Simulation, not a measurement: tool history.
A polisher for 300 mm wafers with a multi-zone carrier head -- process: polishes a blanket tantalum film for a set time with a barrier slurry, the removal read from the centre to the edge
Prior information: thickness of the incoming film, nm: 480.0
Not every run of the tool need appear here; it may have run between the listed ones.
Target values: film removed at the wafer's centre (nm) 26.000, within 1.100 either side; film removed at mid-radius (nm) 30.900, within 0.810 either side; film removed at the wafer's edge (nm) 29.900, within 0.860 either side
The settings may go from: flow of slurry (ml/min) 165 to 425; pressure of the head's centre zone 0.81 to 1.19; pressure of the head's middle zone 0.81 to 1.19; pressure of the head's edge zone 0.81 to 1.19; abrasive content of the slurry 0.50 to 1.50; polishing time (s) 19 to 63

run,hour,flow of slurry (ml/min),pressure of the head's centre zone,pressure of the head's middle zone,pressure of the head's edge zone,abrasive content of the slurry,polishing time (s),film removed at the wafer's centre (nm),film removed at mid-radius (nm),film removed at the wafer's edge (nm)
1,0.0,275,1.00,1.00,1.00,1.00,41,42.752,44.864,40.448
2,4.5,275,0.94,1.00,1.00,1.00,41,39.602,43.388,40.511
3,5.8,265,0.90,0.99,0.97,0.85,40,36.042,40.069,37.011
4,7.0,255,0.87,0.99,0.99,0.75,38,30.898,36.106,32.914
5,12.6,240,0.85,0.97,1.00,0.70,38,28.672,34.553,31.803
6,16.8,240,0.85,1.05,1.00,0.70,38,28.649,36.117,32.221
7,23.7,205,0.81,0.95,1.01,0.50,38,21.961,27.226,26.177
8,31.0,235,0.82,0.95,1.02,0.50,38,22.547,27.108,26.307
9,38.0,240,0.84,0.97,1.04,0.55,38,25.189,29.940,28.929
10,46.9,250,0.84,0.97,1.04,0.55,38,25.174,30.273,28.872
11,48.6,255,0.84,0.97,1.05,0.55,38,24.847,30.489,28.587
12,52.1,255,0.87,0.95,1.11,0.65,38,28.054,32.290,32.167
13,55.0,240,0.86,0.95,1.09,0.65,38,27.822,32.184,31.840
14,62.3,230,0.81,0.93,1.01,0.55,38,23.998,28.877,27.779
15,65.6,250,0.81,0.93,1.03,0.55,38,24.147,28.929,28.620
16,69.6,310,0.86,0.99,1.05,0.60,38,27.698,33.096,30.676
17,77.3,295,0.85,0.98,1.05,0.60,38,26.964,32.484,30.749
18,84.9,285,0.85,0.97,1.05,0.60,38,26.773,31.865,30.404
# hour 85.6: edge zone pressure recalibrated
19,85.6,280,0.85,0.97,1.05,0.60,38,27.783,32.519,32.070
20,92.1,265,0.85,0.97,1.05,0.60,38,26.789,31.629,31.958
21,97.8,250,0.85,0.97,1.04,0.60,38,27.369,31.342,32.197
22,100.1,255,0.84,0.96,1.04,0.60,38,26.385,31.337,31.417
23,108.5,245,0.84,0.96,1.03,0.60,38,25.830,31.357,31.227
24,109.5,250,0.84,0.96,1.01,0.60,38,26.214,31.046,31.300

Exactly one of the 5 candidate moves below puts every result within its allowed miss. Which one?
A,110.5,205,0.88,1.01,1.04,0.80,32,?,?,?
B,110.5,230,0.81,0.93,0.99,0.60,39,?,?,?
C,110.5,270,0.91,0.89,1.05,0.60,38,?,?,?
D,110.5,205,1.07,1.10,1.19,0.50,39,?,?,?
E,110.5,265,0.81,0.92,0.95,0.70,36,?,?,?

move,film removed at the wafer's centre (nm),film removed at mid-radius (nm),film removed at the wafer's edge (nm)
A,25.528,30.661,30.316
B,25.619,30.805,31.788
C,28.250,29.531,32.345
D,28.574,31.024,30.441
E,26.189,31.144,31.686
A: all results land within tolerance of their targets
B: its largest miss is bigger than the last run's
C: its largest miss is bigger than the last run's
D: gets the furthest-off result to its target, but another result is out of tolerance
E: its largest miss is bigger than the last run's
A meets every target.
